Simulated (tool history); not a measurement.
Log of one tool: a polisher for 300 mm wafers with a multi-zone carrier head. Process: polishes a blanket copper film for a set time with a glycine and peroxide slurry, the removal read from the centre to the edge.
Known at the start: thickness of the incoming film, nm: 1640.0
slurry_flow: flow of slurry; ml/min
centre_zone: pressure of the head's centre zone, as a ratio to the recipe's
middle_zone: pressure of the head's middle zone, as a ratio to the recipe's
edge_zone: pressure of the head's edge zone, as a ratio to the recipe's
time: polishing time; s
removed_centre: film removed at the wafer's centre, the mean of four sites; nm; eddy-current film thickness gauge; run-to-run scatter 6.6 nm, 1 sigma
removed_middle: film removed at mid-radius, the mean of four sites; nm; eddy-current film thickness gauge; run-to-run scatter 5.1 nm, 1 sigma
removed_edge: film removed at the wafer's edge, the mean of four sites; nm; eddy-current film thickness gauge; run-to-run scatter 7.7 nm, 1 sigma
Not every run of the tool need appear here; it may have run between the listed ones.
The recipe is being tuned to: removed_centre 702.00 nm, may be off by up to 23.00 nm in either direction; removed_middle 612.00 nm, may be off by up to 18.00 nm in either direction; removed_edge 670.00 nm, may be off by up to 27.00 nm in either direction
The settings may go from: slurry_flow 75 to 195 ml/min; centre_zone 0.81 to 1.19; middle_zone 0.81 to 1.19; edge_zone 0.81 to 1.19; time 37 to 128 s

| run | hour | slurry_flow | centre_zone | middle_zone | edge_zone | time | removed_centre | removed_middle | removed_edge |
|---|---|---|---|---|---|---|---|---|---|
| 1 | 0.0 | 125 | 1.00 | 1.00 | 1.00 | 82 | 543.99 | 538.79 | 537.52 |
| 2 | 6.5 | 140 | 1.03 | 0.99 | 1.05 | 84 | 588.62 | 550.59 | 569.58 |
| 3 | 14.0 | 150 | 1.04 | 0.99 | 1.09 | 86 | 628.57 | 574.15 | 600.41 |
| 4 | 22.2 | 150 | 1.04 | 0.99 | 1.16 | 86 | 627.92 | 577.58 | 613.73 |
| 5 | 27.9 | 135 | 1.04 | 0.99 | 1.16 | 86 | 610.95 | 558.56 | 592.34 |
| 6 | 35.6 | 120 | 1.04 | 0.99 | 1.16 | 86 | 593.88 | 553.95 | 586.78 |
| 7 | 43.9 | 120 | 1.04 | 0.99 | 1.16 | 86 | 584.00 | 546.02 | 585.11 |
| 8 | 51.3 | 140 | 1.04 | 0.98 | 1.17 | 87 | 626.91 | 568.35 | 610.86 |
| 9 | 54.3 | 150 | 1.04 | 0.97 | 1.18 | 88 | 645.32 | 574.87 | 632.24 |
| 10 | 59.4 | 150 | 1.04 | 0.97 | 1.18 | 88 | 635.35 | 583.63 | 626.03 |
| 11 | 63.6 | 150 | 1.04 | 0.97 | 1.18 | 88 | 644.19 | 583.35 | 626.18 |
| 12 | 72.2 | 160 | 1.04 | 0.96 | 1.18 | 89 | 661.26 | 587.33 | 646.80 |
| 13 | 78.3 | 165 | 1.04 | 0.96 | 1.18 | 89 | 654.97 | 596.65 | 644.69 |
| 14 | 80.8 | 170 | 1.05 | 0.95 | 1.18 | 89 | 674.10 | 585.74 | 640.55 |

Below are 5 possible settings for the next run. Only one of them brings all results inside the allowed miss of their targets. Which is it?
| A | 83.3 | 165 | 1.11 | 1.06 | 1.16 | 87 | ? | ? | ? |
| B | 83.3 | 185 | 1.12 | 0.93 | 1.16 | 81 | ? | ? | ? |
| C | 83.3 | 185 | 1.08 | 0.83 | 1.19 | 90 | ? | ? | ? |
| D | 83.3 | 115 | 1.03 | 0.98 | 1.08 | 97 | ? | ? | ? |
| E | 83.3 | 195 | 1.05 | 0.92 | 1.17 | 91 | ? | ? | ? |

| move | removed_centre | removed_middle | removed_edge |
|---|---|---|---|
| A | 692.42 | 617.87 | 628.55 |
| B | 664.53 | 540.64 | 594.47 |
| C | 711.45 | 561.49 | 667.14 |
| D | 652.73 | 604.64 | 645.97 |
| E | 706.02 | 608.63 | 674.05 |
A: gets the furthest-off result to its target, but another result is out of tolerance
B: lands further from the targets than the last run did
C: lands further from the targets than the last run did
D: gets the furthest-off result to its target, but another result is out of tolerance
E: meets every target
Correct choice: E, which meets every target
